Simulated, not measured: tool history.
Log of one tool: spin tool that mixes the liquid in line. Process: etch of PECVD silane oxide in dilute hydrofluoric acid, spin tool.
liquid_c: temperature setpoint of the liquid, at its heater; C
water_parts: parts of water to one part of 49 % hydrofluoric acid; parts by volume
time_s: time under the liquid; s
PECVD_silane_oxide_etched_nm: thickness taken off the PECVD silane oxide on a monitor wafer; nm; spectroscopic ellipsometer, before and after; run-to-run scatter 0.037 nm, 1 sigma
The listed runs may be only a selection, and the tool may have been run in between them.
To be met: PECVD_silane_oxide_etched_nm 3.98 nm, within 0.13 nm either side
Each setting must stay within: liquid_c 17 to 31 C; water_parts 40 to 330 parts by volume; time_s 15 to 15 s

Run 1, hour 0: liquid_c 23 C, water_parts 185 parts by volume, time_s 15 s. Result: PECVD_silane_oxide_etched_nm 3.2471 nm.
Run 2, hour 7.8: liquid_c 23 C, water_parts 185 parts by volume, time_s 15 s. Result: PECVD_silane_oxide_etched_nm 3.2045 nm.
Run 3, hour 13.8: liquid_c 23 C, water_parts 130 parts by volume, time_s 15 s. Result: PECVD_silane_oxide_etched_nm 4.931 nm.
Run 4, hour 20.7: liquid_c 23 C, water_parts 130 parts by volume, time_s 15 s. Result: PECVD_silane_oxide_etched_nm 4.9538 nm.
Run 5, hour 27.7: liquid_c 23 C, water_parts 85 parts by volume, time_s 15 s. Result: PECVD_silane_oxide_etched_nm 7.922 nm.
Run 6, hour 28.7: liquid_c 23 C, water_parts 60 parts by volume, time_s 15 s. Result: PECVD_silane_oxide_etched_nm 11.589 nm.
Run 7, hour 34.8: liquid_c 22 C, water_parts 70 parts by volume, time_s 15 s. Result: PECVD_silane_oxide_etched_nm 9.2889 nm.
Run 8, hour 36.6: liquid_c 21.5 C, water_parts 80 parts by volume, time_s 15 s. Result: PECVD_silane_oxide_etched_nm 7.8921 nm.
Run 9, hour 37.2: liquid_c 21 C, water_parts 85 parts by volume, time_s 15 s. Result: PECVD_silane_oxide_etched_nm 7.3161 nm.
Run 10, hour 37.8: liquid_c 20.5 C, water_parts 90 parts by volume, time_s 15 s. Result: PECVD_silane_oxide_etched_nm 6.7075 nm.
Run 11, hour 39.1: liquid_c 20 C, water_parts 95 parts by volume, time_s 15 s. Result: PECVD_silane_oxide_etched_nm 6.2713 nm.
Run 12, hour 45.2: liquid_c 19.5 C, water_parts 100 parts by volume, time_s 15 s. Result: PECVD_silane_oxide_etched_nm 5.6275 nm.
Run 13, hour 49.5: liquid_c 17 C, water_parts 135 parts by volume, time_s 15 s. Result: PECVD_silane_oxide_etched_nm 3.6436 nm.
Run 14, hour 52.5: liquid_c 18 C, water_parts 135 parts by volume, time_s 15 s. Result: PECVD_silane_oxide_etched_nm 3.8326 nm.

Of the 5 settings listed for the next run, only one would bring every result within its allowed miss of target. Which one?
Run A, hour 55.5: liquid_c 17 C, water_parts 135 parts by volume, time_s 15 s. Result: PECVD_silane_oxide_etched_nm ?.
Run B, hour 55.5: liquid_c 17 C, water_parts 125 parts by volume, time_s 15 s. Result: PECVD_silane_oxide_etched_nm ?.
Run C, hour 55.5: liquid_c 17.5 C, water_parts 140 parts by volume, time_s 15 s. Result: PECVD_silane_oxide_etched_nm ?.
Run D, hour 55.5: liquid_c 19.5 C, water_parts 150 parts by volume, time_s 15 s. Result: PECVD_silane_oxide_etched_nm ?.
Run E, hour 55.5: liquid_c 19 C, water_parts 125 parts by volume, time_s 15 s. Result: PECVD_silane_oxide_etched_nm ?.

move  PECVD_silane_oxide_etched_nm
   A                         3.706
   B                        4.0425
   C                        3.6299
   D                        3.6369
   E                        4.3896
A: misses by more than the last run did
B: every result lands within tolerance
C: misses by more than the last run did
D: misses by more than the last run did
E: the result that was furthest off in the last run now lies on the other side of its target
B is the move that brings every result within its allowed miss.
